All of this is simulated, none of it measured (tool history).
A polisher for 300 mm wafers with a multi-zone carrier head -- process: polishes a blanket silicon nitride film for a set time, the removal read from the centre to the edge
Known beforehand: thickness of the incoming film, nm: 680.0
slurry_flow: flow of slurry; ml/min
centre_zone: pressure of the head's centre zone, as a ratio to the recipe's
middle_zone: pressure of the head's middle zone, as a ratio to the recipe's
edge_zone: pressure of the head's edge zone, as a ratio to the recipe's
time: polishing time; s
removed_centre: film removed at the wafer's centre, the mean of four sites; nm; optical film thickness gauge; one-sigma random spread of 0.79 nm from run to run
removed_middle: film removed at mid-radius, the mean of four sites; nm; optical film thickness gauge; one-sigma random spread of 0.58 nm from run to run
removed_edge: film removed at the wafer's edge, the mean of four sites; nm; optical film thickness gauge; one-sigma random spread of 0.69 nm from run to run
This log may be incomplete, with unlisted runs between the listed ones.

{"run": 1, "day": 0.0, "slurry_flow": 275, "centre_zone": 1.0, "middle_zone": 1.0, "edge_zone": 1.0, "time": 77, "removed_centre": 112.06, "removed_middle": 108.19, "removed_edge": 110.36}
{"run": 2, "day": 0.329, "slurry_flow": 275, "centre_zone": 1.0, "middle_zone": 1.0, "edge_zone": 0.96, "time": 77, "removed_centre": 109.1, "removed_middle": 108.49, "removed_edge": 106.1}
{"run": 3, "day": 0.675, "slurry_flow": 275, "centre_zone": 1.0, "middle_zone": 1.0, "edge_zone": 0.87, "time": 77, "removed_centre": 108.97, "removed_middle": 109.05, "removed_edge": 103.68}
{"run": 4, "day": 1.017, "slurry_flow": 275, "centre_zone": 1.0, "middle_zone": 1.0, "edge_zone": 0.87, "time": 66, "removed_centre": 95.526, "removed_middle": 91.39, "removed_edge": 87.779}
{"run": 5, "day": 1.142, "slurry_flow": 215, "centre_zone": 1.0, "middle_zone": 1.0, "edge_zone": 0.87, "time": 66, "removed_centre": 91.813, "removed_middle": 90.564, "removed_edge": 86.283}
{"run": 6, "day": 1.233, "slurry_flow": 210, "centre_zone": 0.98, "middle_zone": 0.99, "edge_zone": 0.86, "time": 63, "removed_centre": 87.655, "removed_middle": 85.067, "removed_edge": 82.547}
{"run": 7, "day": 1.575, "slurry_flow": 205, "centre_zone": 0.96, "middle_zone": 0.99, "edge_zone": 0.86, "time": 60, "removed_centre": 82.415, "removed_middle": 80.881, "removed_edge": 76.585}
{"run": 8, "day": 1.838, "slurry_flow": 200, "centre_zone": 0.93, "middle_zone": 0.98, "edge_zone": 0.87, "time": 59, "removed_centre": 79.984, "removed_middle": 78.623, "removed_edge": 76.621}

Forecast run 9:
{"run": 9, "day": 1.946, "slurry_flow": 195, "centre_zone": 0.91, "middle_zone": 0.98, "edge_zone": 0.87, "time": 58, "removed_centre": "?", "removed_middle": "?", "removed_edge": "?"}

removed_centre: 75.407 nm
removed_middle: 76.992 nm
removed_edge: 75.208 nm
